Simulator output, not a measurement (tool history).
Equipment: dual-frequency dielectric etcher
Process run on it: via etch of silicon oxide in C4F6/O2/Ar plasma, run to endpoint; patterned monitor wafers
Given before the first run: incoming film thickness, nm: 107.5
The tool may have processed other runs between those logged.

run 1 day=0 | bias_power_(W)=554 source_power_(W)=440 Ar_flow_(sccm)=286 | endpoint_time_(s)=20.802
run 2 day=0.371 | bias_power_(W)=554 source_power_(W)=490 Ar_flow_(sccm)=286 | endpoint_time_(s)=19.29
run 3 day=0.438 | bias_power_(W)=484 source_power_(W)=490 Ar_flow_(sccm)=286 | endpoint_time_(s)=20.4
run 4 day=0.767 | bias_power_(W)=463 source_power_(W)=480 Ar_flow_(sccm)=287 | endpoint_time_(s)=21.043
run 5 day=0.933 | bias_power_(W)=463 source_power_(W)=480 Ar_flow_(sccm)=309 | endpoint_time_(s)=21.115
run 6 day=1.258 | bias_power_(W)=400 source_power_(W)=480 Ar_flow_(sccm)=309 | endpoint_time_(s)=22.219
run 7 day=1.362 | bias_power_(W)=390 source_power_(W)=480 Ar_flow_(sccm)=309 | endpoint_time_(s)=22.29

For run 8, what comes out?
run 8 day=1.429 | bias_power_(W)=382 source_power_(W)=480 Ar_flow_(sccm)=310 | endpoint_time_(s)=?

Run 8 came out at endpoint time (s) 22.417.
